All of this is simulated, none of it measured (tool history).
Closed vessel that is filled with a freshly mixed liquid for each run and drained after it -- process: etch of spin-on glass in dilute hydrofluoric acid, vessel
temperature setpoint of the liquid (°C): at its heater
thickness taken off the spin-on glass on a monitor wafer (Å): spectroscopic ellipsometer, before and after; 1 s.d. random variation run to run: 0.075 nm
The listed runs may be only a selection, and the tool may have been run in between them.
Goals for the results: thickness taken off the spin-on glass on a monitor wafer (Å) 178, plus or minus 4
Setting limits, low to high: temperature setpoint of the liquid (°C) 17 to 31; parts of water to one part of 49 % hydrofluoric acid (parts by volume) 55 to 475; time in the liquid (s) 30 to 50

run	hour	temperature setpoint of the liquid (°C)	parts of water to one part of 49 % hydrofluoric acid (parts by volume)	time in the liquid (s)	thickness taken off the spin-on glass on a monitor wafer (Å)
1	0	23	265	50	108.96
2	8.2	23	205	50	149.55
3	17	23	160	50	200.11
4	24.6	26	160	50	224.92
5	30.7	25	160	50	216.21
6	33.8	22	160	50	194.08
7	36.9	21.5	160	50	190.63
8	39.4	21	160	50	186.56
9	47.2	20.5	160	50	183.68

4 candidate next runs follow, results not yet known. Just one meets every target within its allowed miss. Identify it.
A	55	20.5	150	50	?
B	55	19.5	150	50	?
C	55	21	165	50	?
D	55	18.5	145	50	?

move	thickness taken off the spin-on glass on a monitor wafer (Å)
A	197.98
B	190.26
C	180.69
D	190.02
A: further off than the last run
B: further off than the last run
C: every result lands within tolerance
D: further off than the last run
Answer: C

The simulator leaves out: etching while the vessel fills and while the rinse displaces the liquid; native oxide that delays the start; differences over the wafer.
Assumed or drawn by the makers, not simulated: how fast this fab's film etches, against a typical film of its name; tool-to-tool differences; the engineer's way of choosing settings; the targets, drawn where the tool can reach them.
